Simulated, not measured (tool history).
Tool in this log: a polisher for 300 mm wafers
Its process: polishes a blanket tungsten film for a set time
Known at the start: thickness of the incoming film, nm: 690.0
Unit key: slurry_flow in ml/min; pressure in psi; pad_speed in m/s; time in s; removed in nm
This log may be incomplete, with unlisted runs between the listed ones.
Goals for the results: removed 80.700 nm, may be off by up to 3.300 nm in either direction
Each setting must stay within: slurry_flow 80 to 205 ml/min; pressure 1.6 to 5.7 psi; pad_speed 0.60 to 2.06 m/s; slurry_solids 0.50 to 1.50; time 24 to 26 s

Run 1, hour 0.0: slurry_flow 135 ml/min, pressure 3.6 psi, pad_speed 1.32 m/s, slurry_solids 1.00, time 26 s. Result: removed 143.210 nm.
Run 2, hour 6.6: slurry_flow 160 ml/min, pressure 3.6 psi, pad_speed 1.32 m/s, slurry_solids 1.00, time 26 s. Result: removed 150.890 nm.
Run 3, hour 10.4: slurry_flow 160 ml/min, pressure 3.6 psi, pad_speed 1.18 m/s, slurry_solids 1.00, time 26 s. Result: removed 137.440 nm.
Run 4, hour 18.4: slurry_flow 190 ml/min, pressure 3.6 psi, pad_speed 1.18 m/s, slurry_solids 1.00, time 26 s. Result: removed 139.760 nm.
Run 5, hour 20.1: slurry_flow 205 ml/min, pressure 3.6 psi, pad_speed 1.18 m/s, slurry_solids 1.00, time 26 s. Result: removed 139.780 nm.
Run 6, hour 21.4: slurry_flow 205 ml/min, pressure 3.6 psi, pad_speed 0.92 m/s, slurry_solids 1.00, time 26 s. Result: removed 106.450 nm.
Run 7, hour 28.5: slurry_flow 205 ml/min, pressure 3.3 psi, pad_speed 0.92 m/s, slurry_solids 1.00, time 26 s. Result: removed 98.447 nm.
Run 8, hour 34.0: slurry_flow 205 ml/min, pressure 3.1 psi, pad_speed 0.92 m/s, slurry_solids 1.00, time 26 s. Result: removed 94.825 nm.
Run 9, hour 42.0: slurry_flow 205 ml/min, pressure 2.9 psi, pad_speed 0.92 m/s, slurry_solids 1.00, time 26 s. Result: removed 87.745 nm.
Run 10, hour 50.8: slurry_flow 205 ml/min, pressure 2.8 psi, pad_speed 0.92 m/s, slurry_solids 1.00, time 26 s. Result: removed 84.787 nm.

Which of these 4 next moves meets every target?
Run A, hour 59.6: slurry_flow 205 ml/min, pressure 2.7 psi, pad_speed 1.10 m/s, slurry_solids 1.00, time 24 s. Result: removed ?.
Run B, hour 59.6: slurry_flow 205 ml/min, pressure 2.9 psi, pad_speed 0.90 m/s, slurry_solids 1.25, time 25 s. Result: removed ?.
Run C, hour 59.6: slurry_flow 170 ml/min, pressure 2.6 psi, pad_speed 1.04 m/s, slurry_solids 1.20, time 26 s. Result: removed ?.
Run D, hour 59.6: slurry_flow 205 ml/min, pressure 3.5 psi, pad_speed 0.74 m/s, slurry_solids 1.00, time 24 s. Result: removed ?.

move  removed
   A   88.918
   B   85.639
   C   89.165
   D   78.177
A: the biggest miss grows against the last run
B: the biggest miss grows against the last run
C: the biggest miss grows against the last run
D: each result inside its tolerance
Answer: D
